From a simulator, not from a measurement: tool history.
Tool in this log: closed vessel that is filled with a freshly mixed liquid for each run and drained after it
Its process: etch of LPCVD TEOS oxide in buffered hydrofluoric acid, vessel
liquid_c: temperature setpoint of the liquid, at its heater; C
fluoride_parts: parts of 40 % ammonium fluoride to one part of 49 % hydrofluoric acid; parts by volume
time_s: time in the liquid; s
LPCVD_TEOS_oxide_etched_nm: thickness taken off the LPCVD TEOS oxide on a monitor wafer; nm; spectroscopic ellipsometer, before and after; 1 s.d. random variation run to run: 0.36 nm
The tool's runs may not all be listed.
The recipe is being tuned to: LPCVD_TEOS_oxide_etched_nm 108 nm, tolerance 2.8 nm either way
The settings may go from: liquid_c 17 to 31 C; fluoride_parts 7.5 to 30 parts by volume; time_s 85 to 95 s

run  hour  liquid_c  fluoride_parts  time_s  LPCVD_TEOS_oxide_etched_nm
  1     0        23              22      85                      152.75
  2   5.7      21.5              22      85                      140.92
  3   8.2      20.5              22      85                      133.57
  4  15.1      22.5              22      85                      148.91
  5  17.2      25.5              22      85                      174.56
  6  23.5      25.5              22      95                      196.99
  7    30        23            23.5      95                      163.83
  8    33      21.5            24.5      95                      146.06
  9  36.4      20.5              25      95                      136.53
 10  37.5      19.5            25.5      95                       127.8
 11  43.4        19              26      95                      122.42

Which one of the following 4 next-run settings gets every result inside its allowed miss? There is exactly one.
  A  49.3      17.5              27      90                           ?
  B  49.3      17.5              25      90                           ?
  C  49.3        21            25.5      90                           ?
  D  49.3      20.5              30      90                           ?

move  LPCVD_TEOS_oxide_etched_nm
   A                      103.47
   B                      109.13
   C                      131.21
   D                      114.03
A: takes the result that was furthest off past its target
B: every result within its allowed miss
C: the biggest miss grows against the last run
D: nearer than the last run, and not there yet
The right move is B.
